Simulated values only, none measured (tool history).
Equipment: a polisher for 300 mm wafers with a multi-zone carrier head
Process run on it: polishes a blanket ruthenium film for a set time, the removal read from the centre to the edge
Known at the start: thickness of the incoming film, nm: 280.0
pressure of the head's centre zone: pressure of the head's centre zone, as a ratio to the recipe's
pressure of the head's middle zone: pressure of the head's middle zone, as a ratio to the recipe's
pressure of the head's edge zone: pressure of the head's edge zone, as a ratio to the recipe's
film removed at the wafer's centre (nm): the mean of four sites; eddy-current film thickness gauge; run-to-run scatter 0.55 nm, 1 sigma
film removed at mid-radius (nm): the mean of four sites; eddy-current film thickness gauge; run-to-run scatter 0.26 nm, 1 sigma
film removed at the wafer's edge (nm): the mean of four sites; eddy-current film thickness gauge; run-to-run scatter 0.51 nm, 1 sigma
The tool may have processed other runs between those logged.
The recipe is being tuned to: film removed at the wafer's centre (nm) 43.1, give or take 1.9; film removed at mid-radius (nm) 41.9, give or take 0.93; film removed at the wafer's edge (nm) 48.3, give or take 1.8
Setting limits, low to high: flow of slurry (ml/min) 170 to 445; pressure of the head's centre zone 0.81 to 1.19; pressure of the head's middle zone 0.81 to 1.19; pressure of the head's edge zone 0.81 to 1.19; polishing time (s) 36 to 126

run,hour,flow of slurry (ml/min),pressure of the head's centre zone,pressure of the head's middle zone,pressure of the head's edge zone,polishing time (s),film removed at the wafer's centre (nm),film removed at mid-radius (nm),film removed at the wafer's edge (nm)
1,0,285,1,1,1,81,45.871,45.705,44.776
2,2.5,285,1.08,1,1,81,46.445,45.683,45.215
3,5.5,285,1.16,1,1,81,49.252,45.484,46.19
4,13,265,1.11,0.98,1.06,81,47.14,44.41,46.254
5,21.3,265,1.11,0.98,1.13,81,48.155,44.029,47.277
6,29.1,265,1.11,0.98,1.13,95,56.424,51.175,56.273
7,36.9,250,1.04,0.95,1.13,93,51.196,48.741,54.47
8,39.6,220,0.94,0.85,1.03,87,45.028,40.64,47.461

Next run, 4 choices. One meets every target within its allowed miss, the rest don't. Which?
A,42.3,245,1.04,0.85,0.91,88,?,?,?
B,42.3,265,0.87,0.85,1.01,87,?,?,?
C,42.3,260,0.96,0.84,1.15,82,?,?,?
D,42.3,230,0.87,0.81,0.98,86,?,?,?

move,film removed at the wafer's centre (nm),film removed at mid-radius (nm),film removed at the wafer's edge (nm)
A,49.065,41.704,46.852
B,43.407,41.671,49.037
C,43.613,38.783,49.241
D,42.001,38.854,47.118
A: the furthest-off result lands on target, but another misses its tolerance
B: every result lands within tolerance
C: the biggest miss grows against the last run
D: the biggest miss grows against the last run
Move B is the one to make.

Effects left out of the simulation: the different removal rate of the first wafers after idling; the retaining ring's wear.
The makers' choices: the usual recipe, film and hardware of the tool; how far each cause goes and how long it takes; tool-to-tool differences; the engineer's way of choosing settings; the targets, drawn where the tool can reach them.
